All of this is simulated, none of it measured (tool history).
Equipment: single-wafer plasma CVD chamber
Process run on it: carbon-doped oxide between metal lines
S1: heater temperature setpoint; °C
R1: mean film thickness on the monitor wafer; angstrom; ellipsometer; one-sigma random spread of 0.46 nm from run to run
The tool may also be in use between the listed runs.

{"run": 1, "day": 0.0, "S1": 340, "chamber pressure (Torr)": 6.16, "RF power (kW)": 0.435, "deposition time (s)": 15.5, "R1": 756.78}
{"run": 2, "day": 0.108, "S1": 340, "chamber pressure (Torr)": 5.12, "RF power (kW)": 0.435, "deposition time (s)": 15.5, "R1": 743.24}
{"run": 3, "day": 0.133, "S1": 340, "chamber pressure (Torr)": 5.12, "RF power (kW)": 0.38, "deposition time (s)": 15.5, "R1": 653.78}
{"run": 4, "day": 0.308, "S1": 336, "chamber pressure (Torr)": 5.58, "RF power (kW)": 0.41, "deposition time (s)": 15.5, "R1": 719.82}
{"run": 5, "day": 0.462, "S1": 332, "chamber pressure (Torr)": 5.96, "RF power (kW)": 0.43, "deposition time (s)": 15.5, "R1": 777.26}
{"run": 6, "day": 0.767, "S1": 332, "chamber pressure (Torr)": 4.94, "RF power (kW)": 0.43, "deposition time (s)": 15.5, "R1": 752.57}
{"run": 7, "day": 0.954, "S1": 329, "chamber pressure (Torr)": 5.46, "RF power (kW)": 0.44, "deposition time (s)": 15.5, "R1": 784.57}

Run 8 has not been measured yet. What should we expect?
{"run": 8, "day": 1.1, "S1": 327, "chamber pressure (Torr)": 5.91, "RF power (kW)": 0.45, "deposition time (s)": 15.5, "R1": "?"}

R1: 821.90 angstrom

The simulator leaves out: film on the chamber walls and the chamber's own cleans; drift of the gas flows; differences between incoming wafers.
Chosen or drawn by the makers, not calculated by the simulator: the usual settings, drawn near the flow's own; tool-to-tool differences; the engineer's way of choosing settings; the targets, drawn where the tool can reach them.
